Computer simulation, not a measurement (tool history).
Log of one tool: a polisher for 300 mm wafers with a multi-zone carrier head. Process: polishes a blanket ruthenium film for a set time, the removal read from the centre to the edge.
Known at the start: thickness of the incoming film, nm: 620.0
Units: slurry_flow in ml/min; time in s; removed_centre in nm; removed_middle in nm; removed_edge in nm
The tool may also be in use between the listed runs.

{"run": 1, "hour": 0.0, "slurry_flow": 155, "centre_zone": 1.0, "middle_zone": 1.0, "edge_zone": 1.0, "time": 45, "removed_centre": 60.257, "removed_middle": 56.681, "removed_edge": 58.87}
{"run": 2, "hour": 1.3, "slurry_flow": 135, "centre_zone": 1.0, "middle_zone": 1.0, "edge_zone": 1.0, "time": 45, "removed_centre": 59.034, "removed_middle": 55.682, "removed_edge": 59.618}
{"run": 3, "hour": 8.8, "slurry_flow": 130, "centre_zone": 1.01, "middle_zone": 0.99, "edge_zone": 0.99, "time": 45, "removed_centre": 57.571, "removed_middle": 54.615, "removed_edge": 57.186}
{"run": 4, "hour": 13.4, "slurry_flow": 130, "centre_zone": 1.01, "middle_zone": 0.99, "edge_zone": 0.99, "time": 52, "removed_centre": 67.46, "removed_middle": 64.275, "removed_edge": 66.283}
{"run": 5, "hour": 20.7, "slurry_flow": 130, "centre_zone": 0.98, "middle_zone": 0.99, "edge_zone": 0.99, "time": 52, "removed_centre": 66.441, "removed_middle": 64.018, "removed_edge": 65.727}
{"run": 6, "hour": 27.3, "slurry_flow": 145, "centre_zone": 0.98, "middle_zone": 0.99, "edge_zone": 0.99, "time": 52, "removed_centre": 69.332, "removed_middle": 65.038, "removed_edge": 67.246}
{"run": 7, "hour": 28.2, "slurry_flow": 135, "centre_zone": 0.97, "middle_zone": 0.95, "edge_zone": 0.97, "time": 51, "removed_centre": 64.263, "removed_middle": 61.641, "removed_edge": 64.993}
{"run": 8, "hour": 37.0, "slurry_flow": 130, "centre_zone": 0.99, "middle_zone": 0.92, "edge_zone": 0.95, "time": 50, "removed_centre": 63.467, "removed_middle": 58.724, "removed_edge": 61.099}
{"run": 9, "hour": 44.4, "slurry_flow": 125, "centre_zone": 0.99, "middle_zone": 0.89, "edge_zone": 0.95, "time": 50, "removed_centre": 62.359, "removed_middle": 57.494, "removed_edge": 63.187}
{"run": 10, "hour": 52.0, "slurry_flow": 120, "centre_zone": 1.0, "middle_zone": 0.87, "edge_zone": 0.93, "time": 49, "removed_centre": 61.851, "removed_middle": 54.35, "removed_edge": 57.896}

Forecast run 11:
{"run": 11, "hour": 54.4, "slurry_flow": 115, "centre_zone": 1.0, "middle_zone": 0.86, "edge_zone": 0.93, "time": 49, "removed_centre": "?", "removed_middle": "?", "removed_edge": "?"}

Run 11 gave removed_centre 61.492 nm, removed_middle 53.735 nm, removed_edge 59.097 nm.
